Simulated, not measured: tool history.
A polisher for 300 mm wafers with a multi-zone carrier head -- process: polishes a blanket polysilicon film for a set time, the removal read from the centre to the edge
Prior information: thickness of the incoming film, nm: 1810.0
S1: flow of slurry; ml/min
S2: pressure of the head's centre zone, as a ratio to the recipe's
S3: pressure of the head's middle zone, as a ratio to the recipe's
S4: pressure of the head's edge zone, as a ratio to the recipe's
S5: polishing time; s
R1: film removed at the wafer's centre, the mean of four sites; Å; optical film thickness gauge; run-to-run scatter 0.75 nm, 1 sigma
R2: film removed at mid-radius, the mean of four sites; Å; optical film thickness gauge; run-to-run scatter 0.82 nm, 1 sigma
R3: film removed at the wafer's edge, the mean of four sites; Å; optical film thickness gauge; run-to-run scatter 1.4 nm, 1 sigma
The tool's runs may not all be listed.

run  hour   S1    S2    S3    S4  S5      R1      R2      R3
  1     0  265     1     1     1  37  1474.9  1474.4  1501.6
  2   8.3  235     1     1     1  37  1449.1  1449.5  1480.6
  3    15  235     1     1  1.04  37  1437.9  1450.3  1562.5
  4  18.5  230  0.96  0.96  0.98  35  1324.4  1307.7  1378.7
  5  24.7  225  0.92  0.94  0.94  33  1168.2    1218  1270.4
  6  32.5  225  0.92  0.86  0.94  33  1182.2  1131.5  1277.8
  7  41.3  250  0.94  0.95  0.84  26  946.52  969.33  959.65

Forecast run 8:
  8  42.7  260  0.95  0.96  0.85  26   ?   ?   ?

R1: 979.26 Å
R2: 995.79 Å
R3: 985.19 Å
